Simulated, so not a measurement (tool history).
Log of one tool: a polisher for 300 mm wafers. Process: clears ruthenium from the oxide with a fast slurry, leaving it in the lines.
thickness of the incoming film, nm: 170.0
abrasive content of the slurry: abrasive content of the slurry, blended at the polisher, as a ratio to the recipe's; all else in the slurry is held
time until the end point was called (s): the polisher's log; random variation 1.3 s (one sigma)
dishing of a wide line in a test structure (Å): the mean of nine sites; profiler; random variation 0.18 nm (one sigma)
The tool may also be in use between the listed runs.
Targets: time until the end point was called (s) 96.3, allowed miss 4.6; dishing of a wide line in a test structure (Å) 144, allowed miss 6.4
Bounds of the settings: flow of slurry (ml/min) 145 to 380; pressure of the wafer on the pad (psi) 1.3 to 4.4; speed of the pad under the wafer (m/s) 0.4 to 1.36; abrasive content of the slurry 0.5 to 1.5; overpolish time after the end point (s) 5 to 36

| run | hour | flow of slurry (ml/min) | pressure of the wafer on the pad (psi) | speed of the pad under the wafer (m/s) | abrasive content of the slurry | overpolish time after the end point (s) | time until the end point was called (s) | dishing of a wide line in a test structure (Å) |
|---|---|---|---|---|---|---|---|---|
| 1 | 0 | 245 | 2.8 | 0.88 | 1 | 18 | 48.901 | 341.21 |
| 2 | 2.6 | 245 | 2.7 | 0.84 | 1 | 16 | 50.952 | 301.58 |
| 3 | 6.7 | 245 | 2.5 | 0.8 | 1 | 15 | 57.679 | 270.75 |
| 4 | 13.4 | 245 | 2.4 | 0.78 | 1 | 14 | 62.442 | 247.39 |
| 5 | 20 | 245 | 2.3 | 0.76 | 1 | 13 | 66.768 | 222.63 |
| 6 | 25.1 | 245 | 2.2 | 0.76 | 1 | 12 | 67.415 | 204.84 |
| 7 | 30 | 245 | 2.1 | 0.76 | 1 | 12 | 70.428 | 198.52 |
| 8 | 30.8 | 245 | 2 | 0.76 | 1 | 12 | 74.999 | 189.26 |
| 9 | 37 | 245 | 1.9 | 0.76 | 1 | 12 | 77.851 | 187.43 |
| 10 | 43.8 | 245 | 1.3 | 0.72 | 1 | 7 | 107.16 | 89.578 |
| 11 | 44.5 | 245 | 1.4 | 0.7 | 1 | 8 | 102.69 | 101.32 |
| 12 | 47.7 | 245 | 1.4 | 0.7 | 1 | 9 | 103.87 | 113.84 |
| 13 | 54.3 | 245 | 1.6 | 0.66 | 1 | 10 | 101.01 | 129.01 |
| 14 | 56.5 | 245 | 1.6 | 0.66 | 1 | 10 | 101.46 | 129.03 |
|  | 65 | head pressure recalibrated |
| 15 | 65 | 245 | 1.7 | 0.64 | 1 | 10 | 106.26 | 119 |
| 16 | 69.5 | 245 | 1.9 | 0.7 | 1 | 15 | 88.566 | 196.06 |
| 17 | 75.4 | 245 | 1.7 | 0.72 | 1 | 13 | 95.519 | 167.01 |
| 18 | 79.6 | 245 | 1.6 | 0.72 | 1 | 12 | 100.09 | 147.49 |

Which of these 5 next moves meets every target?
| A | 83.8 | 190 | 1.8 | 0.66 | 0.9 | 12 | ? | ? |
| B | 83.8 | 275 | 1.8 | 0.66 | 0.85 | 12 | ? | ? |
| C | 83.8 | 220 | 1.8 | 0.56 | 1.2 | 12 | ? | ? |
| D | 83.8 | 225 | 1.9 | 0.68 | 0.95 | 11 | ? | ? |
| E | 83.8 | 250 | 1.6 | 0.66 | 1 | 12 | ? | ? |

| move | time until the end point was called (s) | dishing of a wide line in a test structure (Å) |
|---|---|---|
| A | 107.69 | 140.33 |
| B | 106.27 | 141.94 |
| C | 108.93 | 138.95 |
| D | 95.888 | 143.88 |
| E | 108.49 | 139.44 |
A: further off than the last run
B: further off than the last run
C: further off than the last run
D: meets every target
E: further off than the last run
The right move is D.
